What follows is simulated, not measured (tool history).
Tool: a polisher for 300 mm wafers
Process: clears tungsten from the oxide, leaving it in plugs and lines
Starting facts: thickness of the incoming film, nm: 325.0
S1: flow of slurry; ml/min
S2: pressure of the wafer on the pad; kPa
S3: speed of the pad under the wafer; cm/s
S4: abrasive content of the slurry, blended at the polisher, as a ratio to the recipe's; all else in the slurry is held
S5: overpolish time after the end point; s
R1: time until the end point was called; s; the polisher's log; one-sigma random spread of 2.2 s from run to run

Run 1, hour 0.0: S1 310 ml/min, S2 22.8 kPa, S3 108 cm/s, S4 1.0, S5 18 s. Result: R1 101.590 s.
Run 2, hour 5.8: S1 310 ml/min, S2 21.4 kPa, S3 108 cm/s, S4 1.0, S5 18 s. Result: R1 105.110 s.
Run 3, hour 7.6: S1 310 ml/min, S2 21.4 kPa, S3 130 cm/s, S4 1.0, S5 18 s. Result: R1 85.875 s.
Run 4, hour 8.2: S1 310 ml/min, S2 20.0 kPa, S3 128 cm/s, S4 1.0, S5 18 s. Result: R1 95.008 s.
Run 5, hour 13.4: S1 385 ml/min, S2 20.0 kPa, S3 128 cm/s, S4 1.0, S5 18 s. Result: R1 93.113 s.
Run 6, hour 18.3: S1 385 ml/min, S2 20.0 kPa, S3 128 cm/s, S4 0.8, S5 18 s. Result: R1 100.190 s.
Run 7, hour 26.2: S1 385 ml/min, S2 18.6 kPa, S3 128 cm/s, S4 0.8, S5 18 s. Result: R1 101.330 s.
Run 8, hour 26.9: S1 385 ml/min, S2 17.2 kPa, S3 126 cm/s, S4 0.8, S5 18 s. Result: R1 108.920 s.
Run 9, hour 32.1: S1 385 ml/min, S2 16.5 kPa, S3 126 cm/s, S4 0.8, S5 18 s. Result: R1 114.380 s.

Predict the results of run 10:
Run 10, hour 39.9: S1 385 ml/min, S2 15.9 kPa, S3 126 cm/s, S4 0.8, S5 18 s. Result: R1 ?.

{"run 10": {"R1": 113.05}}
